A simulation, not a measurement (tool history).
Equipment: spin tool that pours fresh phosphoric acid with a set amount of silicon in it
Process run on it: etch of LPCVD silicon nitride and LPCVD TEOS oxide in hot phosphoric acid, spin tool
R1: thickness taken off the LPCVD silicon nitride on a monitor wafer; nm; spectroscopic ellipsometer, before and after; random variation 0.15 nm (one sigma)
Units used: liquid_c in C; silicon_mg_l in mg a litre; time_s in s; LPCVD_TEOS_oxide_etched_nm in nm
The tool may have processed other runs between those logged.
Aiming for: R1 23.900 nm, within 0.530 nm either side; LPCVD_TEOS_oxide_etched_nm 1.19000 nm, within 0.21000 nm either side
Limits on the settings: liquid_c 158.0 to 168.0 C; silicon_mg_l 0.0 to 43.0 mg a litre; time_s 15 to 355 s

run 1 hour=0.0 | liquid_c=163.0 silicon_mg_l=19.0 time_s=180 | R1=16.445 LPCVD_TEOS_oxide_etched_nm=0.59876
run 2 hour=5.8 | liquid_c=164.5 silicon_mg_l=17.5 time_s=195 | R1=18.681 LPCVD_TEOS_oxide_etched_nm=0.79432
run 3 hour=6.4 | liquid_c=166.0 silicon_mg_l=17.5 time_s=195 | R1=19.534 LPCVD_TEOS_oxide_etched_nm=0.91048
run 4 hour=12.7 | liquid_c=167.5 silicon_mg_l=17.5 time_s=195 | R1=20.464 LPCVD_TEOS_oxide_etched_nm=0.88251
run 5 hour=14.0 | liquid_c=167.5 silicon_mg_l=17.5 time_s=260 | R1=27.483 LPCVD_TEOS_oxide_etched_nm=1.31910
-- hour=20.4 dissolved silicon flow meter replaced
run 6 hour=20.4 | liquid_c=168.0 silicon_mg_l=17.5 time_s=260 | R1=28.002 LPCVD_TEOS_oxide_etched_nm=1.22660
run 7 hour=21.1 | liquid_c=166.5 silicon_mg_l=16.0 time_s=255 | R1=26.036 LPCVD_TEOS_oxide_etched_nm=1.25430
run 8 hour=27.9 | liquid_c=166.0 silicon_mg_l=15.5 time_s=255 | R1=25.636 LPCVD_TEOS_oxide_etched_nm=1.26030
run 9 hour=29.1 | liquid_c=166.0 silicon_mg_l=15.5 time_s=255 | R1=25.417 LPCVD_TEOS_oxide_etched_nm=1.21660

Which single option among these 4 for the next run brings every result within its allowed miss of target? Just one does.
run A hour=30.3 | liquid_c=167.5 silicon_mg_l=15.5 time_s=255 | R1=? LPCVD_TEOS_oxide_etched_nm=?
run B hour=30.3 | liquid_c=166.0 silicon_mg_l=23.0 time_s=265 | R1=? LPCVD_TEOS_oxide_etched_nm=?
run C hour=30.3 | liquid_c=167.0 silicon_mg_l=15.5 time_s=230 | R1=? LPCVD_TEOS_oxide_etched_nm=?
run D hour=30.3 | liquid_c=165.0 silicon_mg_l=6.5 time_s=230 | R1=? LPCVD_TEOS_oxide_etched_nm=?

move=A R1=26.743 LPCVD_TEOS_oxide_etched_nm=1.33210
move=B R1=26.467 LPCVD_TEOS_oxide_etched_nm=1.00690
move=C R1=23.732 LPCVD_TEOS_oxide_etched_nm=1.15920
move=D R1=22.231 LPCVD_TEOS_oxide_etched_nm=1.23230
A: its largest miss is bigger than the last run's
B: its largest miss is bigger than the last run's
C: meets every target
D: pushes the last run's worst result past its target
C meets every target.
